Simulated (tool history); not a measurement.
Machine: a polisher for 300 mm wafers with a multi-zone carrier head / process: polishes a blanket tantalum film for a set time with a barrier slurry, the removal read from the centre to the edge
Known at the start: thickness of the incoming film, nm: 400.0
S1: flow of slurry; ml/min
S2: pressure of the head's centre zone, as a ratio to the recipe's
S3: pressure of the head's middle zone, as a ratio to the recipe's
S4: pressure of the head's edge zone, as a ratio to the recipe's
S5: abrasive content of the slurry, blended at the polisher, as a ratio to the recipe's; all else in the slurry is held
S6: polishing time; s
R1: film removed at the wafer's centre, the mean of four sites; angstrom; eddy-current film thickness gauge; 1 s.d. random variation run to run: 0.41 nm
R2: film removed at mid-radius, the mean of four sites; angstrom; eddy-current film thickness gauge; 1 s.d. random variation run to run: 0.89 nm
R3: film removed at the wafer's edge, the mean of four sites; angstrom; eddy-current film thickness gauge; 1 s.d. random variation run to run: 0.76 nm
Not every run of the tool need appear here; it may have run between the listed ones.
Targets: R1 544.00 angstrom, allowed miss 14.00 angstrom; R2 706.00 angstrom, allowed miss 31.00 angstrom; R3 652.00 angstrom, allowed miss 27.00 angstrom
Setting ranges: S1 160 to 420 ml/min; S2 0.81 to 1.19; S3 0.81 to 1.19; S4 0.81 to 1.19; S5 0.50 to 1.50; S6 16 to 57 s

run	hour	S1	S2	S3	S4	S5	S6	R1	R2	R3
1	0.0	270	1.00	1.00	1.00	1.00	36	450.07	463.30	443.07
2	4.7	270	1.00	1.00	1.08	1.00	36	446.96	441.28	463.63
3	12.1	270	1.00	1.00	1.12	1.00	36	450.55	455.15	471.08
4	19.5	270	0.98	1.02	1.13	1.05	37	452.44	472.76	490.77
5	27.2	270	0.98	1.02	1.07	1.05	37	457.91	487.41	479.40
6	35.3	335	0.98	1.02	1.07	1.05	37	476.55	488.45	491.22
7	38.7	325	0.97	1.04	1.08	1.10	38	486.29	511.23	521.44
8	43.4	315	0.96	1.06	1.07	1.15	39	491.15	536.37	530.22
9	48.6	310	0.95	1.08	1.07	1.20	40	510.22	581.54	534.31
10	55.7	370	0.85	1.04	1.17	1.45	44	545.08	643.22	657.04
11	59.5	370	0.85	1.05	1.17	1.45	44	542.66	667.43	644.66

Which one of the following 5 next-run settings gets every result inside its allowed miss? There is exactly one.
A	63.3	355	0.85	1.07	1.17	1.45	47	?	?	?
B	63.3	340	0.82	1.18	1.08	1.50	46	?	?	?
C	63.3	305	0.85	1.12	1.13	1.50	45	?	?	?
D	63.3	420	0.97	1.15	1.12	1.35	40	?	?	?
E	63.3	350	0.97	1.19	1.06	1.50	42	?	?	?

move	R1	R2	R3
A	575.84	710.77	687.50
B	549.51	759.65	651.16
C	547.64	703.63	645.77
D	546.03	640.99	569.45
E	578.19	699.89	590.70
A: the worst result of the last run now meets its target, but another is out of spec
B: takes the biggest miss from the last run beyond its target
C: all results land within tolerance of their targets
D: further off than the last run
E: the worst result of the last run now meets its target, but another is out of spec
So the answer is move C, the one that meets all the targets.
